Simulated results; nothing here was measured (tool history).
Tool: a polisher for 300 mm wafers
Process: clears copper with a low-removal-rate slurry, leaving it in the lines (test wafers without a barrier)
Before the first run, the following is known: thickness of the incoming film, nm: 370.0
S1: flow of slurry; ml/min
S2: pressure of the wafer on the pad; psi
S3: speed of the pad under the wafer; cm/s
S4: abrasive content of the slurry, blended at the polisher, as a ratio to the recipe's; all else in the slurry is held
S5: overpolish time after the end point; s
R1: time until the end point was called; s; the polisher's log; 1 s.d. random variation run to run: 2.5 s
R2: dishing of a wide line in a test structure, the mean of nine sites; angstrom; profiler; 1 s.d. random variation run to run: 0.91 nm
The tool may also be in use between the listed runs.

{"run": 1, "hour": 0.0, "S1": 290, "S2": 4.1, "S3": 90, "S4": 1, "S5": 19, "R1": 124.89, "R2": 400.98}
{"run": 2, "hour": 2.6, "S1": 290, "S2": 4.1, "S3": 90, "S4": 1, "S5": 23, "R1": 126.11, "R2": 473.43}
{"run": 3, "hour": 9.8, "S1": 290, "S2": 4.1, "S3": 90, "S4": 1.2, "S5": 23, "R1": 122.12, "R2": 480.99}
{"run": 4, "hour": 13.8, "S1": 290, "S2": 4.1, "S3": 90, "S4": 1.4, "S5": 23, "R1": 109.76, "R2": 509.28}
{"run": 5, "hour": 15.1, "S1": 290, "S2": 4.1, "S3": 90, "S4": 1.2, "S5": 23, "R1": 120.15, "R2": 486.85}
{"hour": 18.0, "done": "worn pad replaced by a new one"}
{"run": 6, "hour": 18.0, "S1": 290, "S2": 4.1, "S3": 90, "S4": 1.2, "S5": 15, "R1": 110.21, "R2": 372.19}

Run 7, settings as shown, results not yet in. Your forecast:
{"run": 7, "hour": 23.0, "S1": 290, "S2": 4, "S3": 90, "S4": 1.2, "S5": 16, "R1": "?", "R2": "?"}

Run 7 came out at R1 110.51 s, R2 392.57 angstrom.
